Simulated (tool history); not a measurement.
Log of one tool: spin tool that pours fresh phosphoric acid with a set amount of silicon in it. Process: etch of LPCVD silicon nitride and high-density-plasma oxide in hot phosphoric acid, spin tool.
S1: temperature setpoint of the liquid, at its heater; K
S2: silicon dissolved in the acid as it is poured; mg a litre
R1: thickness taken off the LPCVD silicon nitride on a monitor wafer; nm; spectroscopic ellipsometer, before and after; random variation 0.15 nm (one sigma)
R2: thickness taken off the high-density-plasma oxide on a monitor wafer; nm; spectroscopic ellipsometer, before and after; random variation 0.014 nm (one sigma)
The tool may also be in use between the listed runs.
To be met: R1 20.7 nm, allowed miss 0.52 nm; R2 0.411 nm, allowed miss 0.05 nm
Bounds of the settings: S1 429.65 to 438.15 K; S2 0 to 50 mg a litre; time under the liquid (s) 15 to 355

Run 1, hour 0: S1 433.15 K, S2 26 mg a litre, time under the liquid (s) 180. Result: R1 13.479 nm, R2 0.61649 nm.
Run 2, hour 3.2: S1 433.15 K, S2 26 mg a litre, time under the liquid (s) 210. Result: R1 15.864 nm, R2 0.76 nm.
Run 3, hour 5.9: S1 433.15 K, S2 17.5 mg a litre, time under the liquid (s) 210. Result: R1 15.765 nm, R2 0.95658 nm.
Run 4, hour 11.5: S1 432.65 K, S2 22.5 mg a litre, time under the liquid (s) 220. Result: R1 16.193 nm, R2 0.84558 nm.
Run 5, hour 15.1: S1 432.65 K, S2 27 mg a litre, time under the liquid (s) 225. Result: R1 16.634 nm, R2 0.73565 nm.
Run 6, hour 20.1: S1 431.15 K, S2 27 mg a litre, time under the liquid (s) 225. Result: R1 15.737 nm, R2 0.65917 nm.
Run 7, hour 25.5: S1 431.15 K, S2 30.5 mg a litre, time under the liquid (s) 230. Result: R1 16.34 nm, R2 0.55899 nm.
At hour 34.2: thermometer replaced.
Run 8, hour 34.2: S1 431.65 K, S2 33.5 mg a litre, time under the liquid (s) 235. Result: R1 17.657 nm, R2 0.59303 nm.
Run 9, hour 42.8: S1 431.65 K, S2 36 mg a litre, time under the liquid (s) 235. Result: R1 17.48 nm, R2 0.51858 nm.
Run 10, hour 49.9: S1 432.15 K, S2 38 mg a litre, time under the liquid (s) 235. Result: R1 17.745 nm, R2 0.48008 nm.
Run 11, hour 53.2: S1 432.65 K, S2 39.5 mg a litre, time under the liquid (s) 235. Result: R1 18.058 nm, R2 0.45726 nm.
Run 12, hour 55.9: S1 433.15 K, S2 40.5 mg a litre, time under the liquid (s) 235. Result: R1 18.272 nm, R2 0.47645 nm.
Run 13, hour 60.3: S1 433.65 K, S2 42 mg a litre, time under the liquid (s) 235. Result: R1 18.353 nm, R2 0.40399 nm.
Run 14, hour 68.5: S1 434.15 K, S2 42 mg a litre, time under the liquid (s) 235. Result: R1 18.843 nm, R2 0.43694 nm.

5 next moves are on the table. One of them brings every result within its allowed miss. Which?
Run A, hour 76.7: S1 434.15 K, S2 41 mg a litre, time under the liquid (s) 210. Result: R1 ?, R2 ?.
Run B, hour 76.7: S1 436.15 K, S2 49.5 mg a litre, time under the liquid (s) 240. Result: R1 ?, R2 ?.
Run C, hour 76.7: S1 434.15 K, S2 43 mg a litre, time under the liquid (s) 240. Result: R1 ?, R2 ?.
Run D, hour 76.7: S1 434.15 K, S2 43.5 mg a litre, time under the liquid (s) 215. Result: R1 ?, R2 ?.
Run E, hour 76.7: S1 436.15 K, S2 43.5 mg a litre, time under the liquid (s) 200. Result: R1 ?, R2 ?.

move      R1       R2
   A  17.043  0.39154
   B  20.818  0.38684
   C  19.477  0.38355
   D  17.448  0.32928
   E  17.348  0.35476
A: further off than the last run
B: meets every target
C: nearer than the last run, and not there yet
D: further off than the last run
E: further off than the last run
Move B is the one to make.
